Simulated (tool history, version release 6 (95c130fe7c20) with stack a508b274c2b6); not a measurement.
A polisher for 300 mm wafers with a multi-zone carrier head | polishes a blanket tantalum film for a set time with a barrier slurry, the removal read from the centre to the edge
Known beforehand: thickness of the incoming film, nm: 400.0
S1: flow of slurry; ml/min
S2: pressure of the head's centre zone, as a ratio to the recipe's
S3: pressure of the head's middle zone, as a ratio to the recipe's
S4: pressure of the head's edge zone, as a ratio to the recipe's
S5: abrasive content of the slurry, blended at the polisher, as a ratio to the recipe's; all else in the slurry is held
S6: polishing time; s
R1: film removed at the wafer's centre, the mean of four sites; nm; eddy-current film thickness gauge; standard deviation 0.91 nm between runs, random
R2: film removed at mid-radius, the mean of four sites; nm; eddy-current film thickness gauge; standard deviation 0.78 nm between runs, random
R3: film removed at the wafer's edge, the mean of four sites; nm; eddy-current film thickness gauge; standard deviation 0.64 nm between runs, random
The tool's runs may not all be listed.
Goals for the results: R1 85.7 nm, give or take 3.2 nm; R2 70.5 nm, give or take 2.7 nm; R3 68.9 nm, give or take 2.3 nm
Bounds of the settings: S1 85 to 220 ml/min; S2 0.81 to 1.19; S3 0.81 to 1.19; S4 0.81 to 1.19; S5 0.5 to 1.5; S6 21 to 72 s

{"run": 1, "hour": 0.0, "S1": 140, "S2": 1, "S3": 1, "S4": 1, "S5": 1, "S6": 46, "R1": 64.046, "R2": 63.098, "R3": 61.186}
{"run": 2, "hour": 3.2, "S1": 140, "S2": 0.97, "S3": 1, "S4": 1, "S5": 1, "S6": 46, "R1": 61.435, "R2": 63.391, "R3": 62.528}
{"run": 3, "hour": 3.9, "S1": 150, "S2": 0.99, "S3": 1, "S4": 1.01, "S5": 1, "S6": 46, "R1": 63.184, "R2": 64.24, "R3": 63.596}
{"run": 4, "hour": 4.8, "S1": 155, "S2": 1.02, "S3": 1, "S4": 1.01, "S5": 1, "S6": 46, "R1": 66.423, "R2": 64.493, "R3": 61.908}
{"run": 5, "hour": 7.9, "S1": 155, "S2": 1.02, "S3": 1, "S4": 1.01, "S5": 1, "S6": 41, "R1": 58.336, "R2": 57.8, "R3": 57.061}
{"run": 6, "hour": 12.4, "S1": 155, "S2": 0.98, "S3": 1, "S4": 1.01, "S5": 1, "S6": 41, "R1": 56.052, "R2": 58.798, "R3": 56.61}
{"run": 7, "hour": 18.1, "S1": 160, "S2": 1.01, "S3": 1, "S4": 1.02, "S5": 1.05, "S6": 41, "R1": 58.074, "R2": 58.253, "R3": 57.322}
{"run": 8, "hour": 24.6, "S1": 160, "S2": 1.03, "S3": 1, "S4": 1.02, "S5": 1.1, "S6": 42, "R1": 63.33, "R2": 60.967, "R3": 60.353}
{"run": 9, "hour": 25.9, "S1": 165, "S2": 1.05, "S3": 1.01, "S4": 1.03, "S5": 1.15, "S6": 42, "R1": 65.183, "R2": 62.448, "R3": 62.117}
{"run": 10, "hour": 28.9, "S1": 165, "S2": 1.05, "S3": 1.01, "S4": 1.03, "S5": 1.15, "S6": 42, "R1": 64.239, "R2": 63.28, "R3": 61.206}
{"run": 11, "hour": 30.9, "S1": 170, "S2": 1.07, "S3": 1, "S4": 1.03, "S5": 1.2, "S6": 42, "R1": 66.532, "R2": 61.981, "R3": 61.814}
{"run": 12, "hour": 33.8, "S1": 210, "S2": 1.17, "S3": 1.09, "S4": 1.05, "S5": 1.45, "S6": 43, "R1": 82.445, "R2": 74.177, "R3": 68.522}
{"run": 13, "hour": 36.8, "S1": 210, "S2": 1.17, "S3": 1.08, "S4": 1.05, "S5": 1.45, "S6": 43, "R1": 83.13, "R2": 73.274, "R3": 67.583}
{"run": 14, "hour": 43.4, "S1": 210, "S2": 1.17, "S3": 1.07, "S4": 1.06, "S5": 1.45, "S6": 43, "R1": 81.574, "R2": 73.341, "R3": 69.744}
{"run": 15, "hour": 44.8, "S1": 210, "S2": 1.17, "S3": 1.06, "S4": 1.05, "S5": 1.45, "S6": 43, "R1": 82.514, "R2": 71.529, "R3": 67.923}

Of the 4 settings listed for the next run, only one would bring every result within its allowed miss of target. Which one?
{"run": "A", "hour": 46.2, "S1": 195, "S2": 1.19, "S3": 1.01, "S4": 1.03, "S5": 1.5, "S6": 44, "R1": "?", "R2": "?", "R3": "?"}
{"run": "B", "hour": 46.2, "S1": 215, "S2": 1.14, "S3": 1.12, "S4": 1.06, "S5": 1.5, "S6": 43, "R1": "?", "R2": "?", "R3": "?"}
{"run": "C", "hour": 46.2, "S1": 215, "S2": 1.14, "S3": 1.13, "S4": 1.09, "S5": 1.5, "S6": 41, "R1": "?", "R2": "?", "R3": "?"}
{"run": "D", "hour": 46.2, "S1": 190, "S2": 1.12, "S3": 1, "S4": 0.99, "S5": 1.5, "S6": 44, "R1": "?", "R2": "?", "R3": "?"}

move=A R1=85.14 R2=70.629 R3=70.22
move=B R1=80.938 R2=74.682 R3=70.181
move=C R1=77.177 R2=71.613 R3=67.81
move=D R1=79.757 R2=69.961 R3=68.759
A: each result inside its tolerance
B: lands further from the targets than the last run did
C: lands further from the targets than the last run did
D: lands further from the targets than the last run did
A meets every target.
